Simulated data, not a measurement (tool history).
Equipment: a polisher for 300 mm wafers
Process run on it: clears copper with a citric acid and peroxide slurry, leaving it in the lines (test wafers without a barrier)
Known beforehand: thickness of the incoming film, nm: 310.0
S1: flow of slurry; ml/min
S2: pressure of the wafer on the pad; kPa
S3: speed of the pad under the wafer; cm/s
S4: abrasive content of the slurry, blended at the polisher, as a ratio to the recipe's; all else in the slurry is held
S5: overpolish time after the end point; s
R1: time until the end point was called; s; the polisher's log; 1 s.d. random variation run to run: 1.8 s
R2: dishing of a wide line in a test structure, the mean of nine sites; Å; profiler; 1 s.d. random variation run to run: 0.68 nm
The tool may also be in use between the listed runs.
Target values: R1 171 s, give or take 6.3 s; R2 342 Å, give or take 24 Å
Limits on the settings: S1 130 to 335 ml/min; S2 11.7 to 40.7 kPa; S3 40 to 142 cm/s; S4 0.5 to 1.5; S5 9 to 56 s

run    day   S1    S2  S3    S4  S5      R1      R2
  1      0  215  26.2  90     1  29  122.54  318.99
  2  0.138  215  26.2  90   0.8  29  132.36  318.53
  3  0.271  235  26.2  90   0.8  29  132.99   322.7
  4  0.446  235  26.2  76   0.8  29  155.49  288.61
  5  0.567  235  26.2  86   0.8  29  135.56  302.41
  6  0.917  225  25.5  86   0.8  31  141.83  299.07
  7  1.112  245  25.5  84  0.75  35  148.34  318.97
  8  1.412  245  24.8  84  0.75  37  151.64  324.36

Which single option among these 4 for the next run brings every result within its allowed miss of target? Just one does.
  A  1.712  205  30.3   74  0.65  39   ?   ?
  B  1.712  270  23.4   74  0.65  49   ?   ?
  C  1.712  335    29   74   0.5  48   ?   ?
  D  1.712  185  15.2  108   0.8  56   ?   ?

move      R1      R2
   A  149.29  343.13
   B  185.98  338.72
   C  167.72  354.21
   D   189.4   337.5
A: moves away from the targets compared with the last run
B: the result that was furthest off in the last run now lies on the other side of its target
C: all results in spec
D: the result that was furthest off in the last run now lies on the other side of its target
So the answer is move C, the one that meets all the targets.
